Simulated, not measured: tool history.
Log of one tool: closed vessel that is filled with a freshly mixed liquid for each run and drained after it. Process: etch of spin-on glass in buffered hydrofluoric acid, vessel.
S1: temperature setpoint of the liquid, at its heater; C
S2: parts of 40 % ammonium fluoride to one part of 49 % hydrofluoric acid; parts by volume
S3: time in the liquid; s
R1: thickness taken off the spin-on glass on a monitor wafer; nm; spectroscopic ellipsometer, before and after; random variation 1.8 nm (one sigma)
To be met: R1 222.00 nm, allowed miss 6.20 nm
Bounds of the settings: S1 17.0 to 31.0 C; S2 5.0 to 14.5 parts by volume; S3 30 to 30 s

run    day    S1    S2  S3      R1
  1  0.000  23.0   9.0  30  191.42
  2  0.267  23.5   9.0  30  198.38
  3  0.462  24.0   9.0  30  201.83
  4  0.617  24.0  11.5  30  166.66
  5  0.812  25.0  11.5  30  172.99
     0.925  -- hydrofluoric acid flow meter replaced
  6  0.925  25.0   9.5  30  193.58
  7  1.012  25.0   9.5  30  194.23
  8  1.242  26.0   9.5  30  204.74
  9  1.575  26.5   9.5  30  208.57

4 next moves are on the table. One of them brings every result within its allowed miss. Which?
  A  1.908  25.0   9.5  30   ?
  B  1.908  19.5   6.0  30   ?
  C  1.908  25.5  10.0  30   ?
  D  1.908  28.5  11.0  30   ?

move      R1
   A  195.43
   B  224.05
   C  194.41
   D  208.02
A: further off than the last run
B: meets every target
C: further off than the last run
D: as far off as the last run
Answer: B
